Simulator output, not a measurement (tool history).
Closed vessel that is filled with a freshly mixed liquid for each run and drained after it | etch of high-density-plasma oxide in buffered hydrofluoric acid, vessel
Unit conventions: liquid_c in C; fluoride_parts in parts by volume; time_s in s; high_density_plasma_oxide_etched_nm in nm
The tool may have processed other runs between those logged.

run,day,liquid_c,fluoride_parts,time_s,high_density_plasma_oxide_etched_nm
1,0,22,11,105,111.2
2,0.162,20,11,105,98.744
3,0.238,20,11,110,103.81
4,0.454,20,8,110,137.15
5,0.533,17,8,110,117.02
6,0.625,17,5,110,179.3
7,0.892,17,6.5,110,143.94
8,1.225,17,10,110,96.105

Estimate the outcome of run 9 from the log above:
9,1.571,17,10.5,110,?

{"run 9": {"high_density_plasma_oxide_etched_nm": 90.721}}

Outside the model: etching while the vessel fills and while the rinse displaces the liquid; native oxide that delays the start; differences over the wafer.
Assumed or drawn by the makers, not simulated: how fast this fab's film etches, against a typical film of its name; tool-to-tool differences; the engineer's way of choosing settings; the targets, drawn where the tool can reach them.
